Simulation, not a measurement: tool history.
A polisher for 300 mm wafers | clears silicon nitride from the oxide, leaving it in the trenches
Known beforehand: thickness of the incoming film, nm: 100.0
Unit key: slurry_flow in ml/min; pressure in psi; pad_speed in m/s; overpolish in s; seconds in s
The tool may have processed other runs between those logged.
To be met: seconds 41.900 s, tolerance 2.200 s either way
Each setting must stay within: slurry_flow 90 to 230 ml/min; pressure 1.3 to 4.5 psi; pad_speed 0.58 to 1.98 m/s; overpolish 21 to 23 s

Run 1, hour 0.0: slurry_flow 150 ml/min, pressure 2.9 psi, pad_speed 1.28 m/s, overpolish 21 s. Result: seconds 84.506 s.
Run 2, hour 4.5: slurry_flow 150 ml/min, pressure 2.9 psi, pad_speed 1.02 m/s, overpolish 21 s. Result: seconds 102.900 s.
Run 3, hour 13.4: slurry_flow 150 ml/min, pressure 3.2 psi, pad_speed 1.10 m/s, overpolish 21 s. Result: seconds 88.179 s.
Run 4, hour 18.6: slurry_flow 175 ml/min, pressure 3.2 psi, pad_speed 1.10 m/s, overpolish 21 s. Result: seconds 84.406 s.
Run 5, hour 23.6: slurry_flow 190 ml/min, pressure 3.2 psi, pad_speed 1.10 m/s, overpolish 21 s. Result: seconds 86.516 s.
Run 6, hour 26.2: slurry_flow 190 ml/min, pressure 3.4 psi, pad_speed 1.18 m/s, overpolish 21 s. Result: seconds 77.393 s.
Run 7, hour 30.8: slurry_flow 200 ml/min, pressure 4.2 psi, pad_speed 1.54 m/s, overpolish 21 s. Result: seconds 47.763 s.
Run 8, hour 36.4: slurry_flow 200 ml/min, pressure 4.3 psi, pad_speed 1.56 m/s, overpolish 21 s. Result: seconds 45.130 s.

Next run, 5 choices. One meets every target within its allowed miss, the rest don't. Which?
Run A, hour 42.0: slurry_flow 180 ml/min, pressure 4.5 psi, pad_speed 1.88 m/s, overpolish 22 s. Result: seconds ?.
Run B, hour 42.0: slurry_flow 185 ml/min, pressure 4.5 psi, pad_speed 1.76 m/s, overpolish 21 s. Result: seconds ?.
Run C, hour 42.0: slurry_flow 220 ml/min, pressure 4.1 psi, pad_speed 1.74 m/s, overpolish 21 s. Result: seconds ?.
Run D, hour 42.0: slurry_flow 190 ml/min, pressure 4.5 psi, pad_speed 1.80 m/s, overpolish 23 s. Result: seconds ?.
Run E, hour 42.0: slurry_flow 205 ml/min, pressure 4.5 psi, pad_speed 1.86 m/s, overpolish 21 s. Result: seconds ?.

move  seconds
   A   36.359
   B   38.651
   C   41.956
   D   37.686
   E   36.168
A: the result that was furthest off in the last run now lies on the other side of its target
B: the result that was furthest off in the last run now lies on the other side of its target
C: all results land within tolerance of their targets
D: the result that was furthest off in the last run now lies on the other side of its target
E: the result that was furthest off in the last run now lies on the other side of its target
Move C is the one to make.
